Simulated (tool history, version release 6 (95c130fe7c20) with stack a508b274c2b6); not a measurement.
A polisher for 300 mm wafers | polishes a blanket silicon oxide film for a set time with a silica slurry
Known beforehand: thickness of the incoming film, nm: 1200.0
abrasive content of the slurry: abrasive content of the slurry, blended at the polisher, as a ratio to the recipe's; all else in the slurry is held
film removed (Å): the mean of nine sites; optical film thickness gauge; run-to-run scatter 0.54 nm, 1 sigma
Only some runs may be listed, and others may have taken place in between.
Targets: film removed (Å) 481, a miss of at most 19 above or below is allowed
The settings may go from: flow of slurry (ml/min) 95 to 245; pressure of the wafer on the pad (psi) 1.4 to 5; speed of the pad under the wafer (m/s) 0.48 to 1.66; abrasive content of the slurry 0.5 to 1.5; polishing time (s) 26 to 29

| run | day | flow of slurry (ml/min) | pressure of the wafer on the pad (psi) | speed of the pad under the wafer (m/s) | abrasive content of the slurry | polishing time (s) | film removed (Å) |
|---|---|---|---|---|---|---|---|
| 1 | 0 | 155 | 3.2 | 1.06 | 1 | 29 | 557.43 |
| 2 | 0.342 | 155 | 3.2 | 1.06 | 1.15 | 29 | 591.71 |
| 3 | 0.667 | 155 | 3.1 | 1.06 | 1.15 | 29 | 566.72 |
| 4 | 0.721 | 190 | 3.1 | 1.06 | 1.15 | 29 | 601.35 |
| 5 | 1.017 | 190 | 3.1 | 1.32 | 1.15 | 29 | 700.78 |
| 6 | 1.042 | 155 | 3.1 | 1.32 | 1.15 | 29 | 679.9 |
| 7 | 1.154 | 155 | 3.1 | 1.32 | 1.15 | 29 | 691.23 |
| 8 | 1.346 | 155 | 3 | 1.32 | 1.15 | 29 | 663 |
| 9 | 1.462 | 155 | 2.9 | 1.32 | 1.15 | 29 | 638.57 |
| 10 | 1.8 | 155 | 2.8 | 1.32 | 1.15 | 29 | 623.71 |
| 11 | 1.829 | 145 | 1.9 | 1.3 | 1.15 | 29 | 410.86 |

Which single option among these 4 for the next run brings every result within its allowed miss of target? Just one does.
| A | 1.858 | 140 | 2.8 | 0.92 | 1.3 | 29 | ? |
| B | 1.858 | 140 | 2 | 1.06 | 1.15 | 26 | ? |
| C | 1.858 | 125 | 3 | 1.12 | 1.1 | 29 | ? |
| D | 1.858 | 95 | 2.6 | 0.98 | 0.9 | 26 | ? |

| move | film removed (Å) |
|---|---|
| A | 479.69 |
| B | 332.55 |
| C | 548.11 |
| D | 326.89 |
A: all results land within tolerance of their targets
B: misses by more than the last run did
C: takes the result that was furthest off past its target
D: misses by more than the last run did
Move A is the one to make.
